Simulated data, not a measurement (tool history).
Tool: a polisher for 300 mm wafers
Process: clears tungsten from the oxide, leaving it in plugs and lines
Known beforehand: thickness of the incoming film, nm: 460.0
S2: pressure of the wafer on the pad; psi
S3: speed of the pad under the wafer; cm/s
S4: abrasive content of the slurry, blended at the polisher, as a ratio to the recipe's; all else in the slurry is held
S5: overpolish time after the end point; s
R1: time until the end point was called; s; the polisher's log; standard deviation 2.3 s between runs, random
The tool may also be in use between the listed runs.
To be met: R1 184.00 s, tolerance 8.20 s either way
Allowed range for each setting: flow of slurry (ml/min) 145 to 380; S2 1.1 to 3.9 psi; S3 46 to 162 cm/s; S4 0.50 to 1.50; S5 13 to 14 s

{"run": 1, "hour": 0.0, "flow of slurry (ml/min)": 245, "S2": 2.5, "S3": 104, "S4": 1.0, "S5": 13, "R1": 144.08}
{"run": 2, "hour": 6.4, "flow of slurry (ml/min)": 245, "S2": 2.5, "S3": 122, "S4": 1.0, "S5": 13, "R1": 130.69}
{"run": 3, "hour": 14.1, "flow of slurry (ml/min)": 245, "S2": 2.4, "S3": 122, "S4": 1.0, "S5": 13, "R1": 135.66}
{"run": 4, "hour": 20.1, "flow of slurry (ml/min)": 245, "S2": 2.8, "S3": 122, "S4": 1.0, "S5": 13, "R1": 120.58}
{"run": 5, "hour": 23.2, "flow of slurry (ml/min)": 245, "S2": 2.6, "S3": 120, "S4": 1.0, "S5": 13, "R1": 131.76}
{"run": 6, "hour": 29.8, "flow of slurry (ml/min)": 245, "S2": 2.4, "S3": 118, "S4": 1.0, "S5": 13, "R1": 139.13}
{"run": 7, "hour": 36.4, "flow of slurry (ml/min)": 245, "S2": 2.3, "S3": 118, "S4": 1.0, "S5": 13, "R1": 142.57}
{"run": 8, "hour": 45.4, "flow of slurry (ml/min)": 245, "S2": 2.2, "S3": 118, "S4": 1.0, "S5": 13, "R1": 149.37}
{"run": 9, "hour": 47.6, "flow of slurry (ml/min)": 245, "S2": 2.1, "S3": 118, "S4": 1.0, "S5": 13, "R1": 156.23}

Which single option among these 4 for the next run brings every result within its allowed miss of target? Just one does.
{"run": "A", "hour": 49.8, "flow of slurry (ml/min)": 220, "S2": 1.7, "S3": 110, "S4": 0.9, "S5": 13, "R1": "?"}
{"run": "B", "hour": 49.8, "flow of slurry (ml/min)": 250, "S2": 2.0, "S3": 152, "S4": 0.95, "S5": 13, "R1": "?"}
{"run": "C", "hour": 49.8, "flow of slurry (ml/min)": 225, "S2": 1.9, "S3": 104, "S4": 1.0, "S5": 14, "R1": "?"}
{"run": "D", "hour": 49.8, "flow of slurry (ml/min)": 275, "S2": 2.5, "S3": 126, "S4": 1.05, "S5": 14, "R1": "?"}

move=A R1=198.99
move=B R1=135.52
move=C R1=180.81
move=D R1=121.35
A: takes the biggest miss from the last run beyond its target
B: moves away from the targets compared with the last run
C: all results in spec
D: moves away from the targets compared with the last run
Correct choice: C, which meets every target
